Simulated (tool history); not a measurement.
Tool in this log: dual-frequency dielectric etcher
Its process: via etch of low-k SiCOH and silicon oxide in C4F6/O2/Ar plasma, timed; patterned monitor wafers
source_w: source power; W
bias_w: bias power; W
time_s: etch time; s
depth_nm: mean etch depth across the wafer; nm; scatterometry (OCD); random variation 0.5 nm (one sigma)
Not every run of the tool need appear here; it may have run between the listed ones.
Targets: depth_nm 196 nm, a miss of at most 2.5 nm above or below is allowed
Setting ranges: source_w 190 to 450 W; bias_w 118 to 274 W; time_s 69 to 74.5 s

| run | hour | source_w | bias_w | time_s | depth_nm |
|---|---|---|---|---|---|
| 1 | 0 | 320 | 196 | 74.5 | 225.09 |
| 2 | 1.9 | 290 | 194 | 74.5 | 220.09 |
| 3 | 9.3 | 230 | 194 | 74.5 | 206.36 |
| 4 | 12.1 | 260 | 194 | 74.5 | 213.83 |
| 5 | 18.5 | 260 | 170 | 74.5 | 207.11 |
| 6 | 20.2 | 250 | 169 | 74.5 | 205.35 |
| 7 | 22.1 | 240 | 168 | 74.5 | 202.67 |
| 8 | 23.9 | 230 | 167 | 74.5 | 200.41 |

Exactly one of the 4 candidate moves below puts every result within its allowed miss. Which one?
| A | 25.7 | 230 | 178 | 74.5 | ? |
| B | 25.7 | 250 | 167 | 73.5 | ? |
| C | 25.7 | 260 | 151 | 74.5 | ? |
| D | 25.7 | 200 | 182 | 74.5 | ? |

| move | depth_nm |
|---|---|
| A | 203.53 |
| B | 202.69 |
| C | 203.78 |
| D | 197.41 |
A: its largest miss is bigger than the last run's
B: its largest miss is bigger than the last run's
C: its largest miss is bigger than the last run's
D: meets every target
Move D is the one to make.
